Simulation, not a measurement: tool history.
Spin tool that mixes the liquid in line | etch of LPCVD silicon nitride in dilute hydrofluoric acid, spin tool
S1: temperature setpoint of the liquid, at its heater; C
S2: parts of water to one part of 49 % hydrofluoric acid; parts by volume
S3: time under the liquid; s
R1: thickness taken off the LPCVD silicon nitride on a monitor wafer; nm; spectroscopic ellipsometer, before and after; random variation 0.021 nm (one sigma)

| run | hour | S1 | S2 | S3 | R1 |
|---|---|---|---|---|---|
| 1 | 0 | 25 | 75 | 80 | 0.50501 |
| 2 | 4.6 | 26 | 75 | 80 | 0.54276 |
| 3 | 7.2 | 27 | 75 | 80 | 0.5785 |
| 4 | 11.1 | 30.5 | 75 | 80 | 0.71772 |
| 5 | 19.8 | 30.5 | 75 | 60 | 0.53686 |
| 6 | 21 | 30.5 | 75 | 80 | 0.7131 |
| 7 | 23.6 | 30.5 | 75 | 80 | 0.73305 |

The next listed run, before its measurement:
| 8 | 25 | 31 | 75 | 80 | ? |

Run 8 gave R1 0.72712 nm.
